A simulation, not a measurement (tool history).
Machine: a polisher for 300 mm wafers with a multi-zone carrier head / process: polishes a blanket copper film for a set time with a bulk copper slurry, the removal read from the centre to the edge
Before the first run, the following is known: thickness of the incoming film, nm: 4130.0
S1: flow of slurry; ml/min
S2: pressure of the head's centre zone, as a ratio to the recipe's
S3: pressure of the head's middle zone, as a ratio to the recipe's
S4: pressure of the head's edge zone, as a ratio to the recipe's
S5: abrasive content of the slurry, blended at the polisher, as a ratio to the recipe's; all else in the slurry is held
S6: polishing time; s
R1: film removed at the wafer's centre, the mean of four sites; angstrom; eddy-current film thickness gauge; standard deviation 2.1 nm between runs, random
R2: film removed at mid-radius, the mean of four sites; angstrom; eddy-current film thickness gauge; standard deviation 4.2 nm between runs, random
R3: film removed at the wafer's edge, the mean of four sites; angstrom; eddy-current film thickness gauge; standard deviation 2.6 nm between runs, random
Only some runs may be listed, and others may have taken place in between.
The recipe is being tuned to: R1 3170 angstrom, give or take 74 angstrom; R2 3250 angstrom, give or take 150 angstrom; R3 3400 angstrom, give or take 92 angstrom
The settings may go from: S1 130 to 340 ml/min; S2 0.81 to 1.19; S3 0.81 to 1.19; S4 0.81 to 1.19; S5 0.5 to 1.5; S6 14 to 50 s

Run 1, hour 0: S1 220 ml/min, S2 1, S3 1, S4 1, S5 1, S6 32 s. Result: R1 4621 angstrom, R2 4494.8 angstrom, R3 4354.5 angstrom.
Run 2, hour 4.3: S1 215 ml/min, S2 0.98, S3 0.98, S4 0.98, S5 0.95, S6 32 s. Result: R1 4451.9 angstrom, R2 4383.3 angstrom, R3 4364.3 angstrom.
Run 3, hour 12.1: S1 215 ml/min, S2 0.94, S3 0.98, S4 0.98, S5 0.95, S6 32 s. Result: R1 4307.3 angstrom, R2 4462.9 angstrom, R3 4366.2 angstrom.
Run 4, hour 14.9: S1 215 ml/min, S2 0.94, S3 0.98, S4 0.98, S5 0.8, S6 32 s. Result: R1 4169.9 angstrom, R2 4282 angstrom, R3 4213.7 angstrom.
Run 5, hour 20.9: S1 165 ml/min, S2 0.94, S3 0.98, S4 0.98, S5 0.8, S6 32 s. Result: R1 3982.5 angstrom, R2 4092.4 angstrom, R3 4036.5 angstrom.
Run 6, hour 26.6: S1 165 ml/min, S2 0.91, S3 0.98, S4 0.98, S5 0.8, S6 32 s. Result: R1 3858.7 angstrom, R2 4109.3 angstrom, R3 4030.6 angstrom.
Run 7, hour 28.8: S1 145 ml/min, S2 0.82, S3 0.88, S4 0.88, S5 0.55, S6 30 s. Result: R1 2921.1 angstrom, R2 3243.8 angstrom, R3 3382.7 angstrom.
Run 8, hour 37.7: S1 150 ml/min, S2 0.83, S3 0.88, S4 0.88, S5 0.55, S6 30 s. Result: R1 3006.9 angstrom, R2 3214.5 angstrom, R3 3348 angstrom.
Run 9, hour 40.6: S1 155 ml/min, S2 0.83, S3 0.88, S4 0.88, S5 0.55, S6 30 s. Result: R1 3048.1 angstrom, R2 3270.4 angstrom, R3 3392.6 angstrom.
Run 10, hour 45.8: S1 160 ml/min, S2 0.83, S3 0.88, S4 0.88, S5 0.55, S6 30 s. Result: R1 3037.9 angstrom, R2 3206.2 angstrom, R3 3387.3 angstrom.
Run 11, hour 46.7: S1 165 ml/min, S2 0.83, S3 0.88, S4 0.88, S5 0.55, S6 30 s. Result: R1 3008.5 angstrom, R2 3334.4 angstrom, R3 3391.4 angstrom.
Run 12, hour 52.5: S1 165 ml/min, S2 0.84, S3 0.88, S4 0.88, S5 0.55, S6 30 s. Result: R1 3064.1 angstrom, R2 3352.7 angstrom, R3 3391.1 angstrom.
Run 13, hour 57.5: S1 185 ml/min, S2 0.87, S3 0.83, S4 0.88, S5 0.55, S6 30 s. Result: R1 3272 angstrom, R2 3152.5 angstrom, R3 3438.2 angstrom.

Pick the move, out of 5, that brings all results within their allowed miss; only one does.
Run A, hour 62.5: S1 275 ml/min, S2 0.82, S3 0.98, S4 0.82, S5 0.5, S6 28 s. Result: R1 ?, R2 ?, R3 ?.
Run B, hour 62.5: S1 205 ml/min, S2 0.9, S3 0.83, S4 0.85, S5 0.5, S6 29 s. Result: R1 ?, R2 ?, R3 ?.
Run C, hour 62.5: S1 180 ml/min, S2 0.85, S3 0.91, S4 0.95, S5 0.5, S6 29 s. Result: R1 ?, R2 ?, R3 ?.
Run D, hour 62.5: S1 170 ml/min, S2 0.85, S3 0.85, S4 0.84, S5 0.6, S6 30 s. Result: R1 ?, R2 ?, R3 ?.
Run E, hour 62.5: S1 240 ml/min, S2 0.83, S3 1.02, S4 0.81, S5 0.5, S6 28 s. Result: R1 ?, R2 ?, R3 ?.

move      R1      R2      R3
   A  3020.1  3609.8  3202.3
   B  3285.5  3129.7  3267.5
   C  3026.9  3302.5  3345.9
   D  3190.7  3296.4  3388.3
   E  3002.4    3672  3146.9
A: takes the biggest miss from the last run beyond its target
B: further off than the last run
C: takes the biggest miss from the last run beyond its target
D: in spec on every target
E: takes the biggest miss from the last run beyond its target
Go with D: it meets all targets.

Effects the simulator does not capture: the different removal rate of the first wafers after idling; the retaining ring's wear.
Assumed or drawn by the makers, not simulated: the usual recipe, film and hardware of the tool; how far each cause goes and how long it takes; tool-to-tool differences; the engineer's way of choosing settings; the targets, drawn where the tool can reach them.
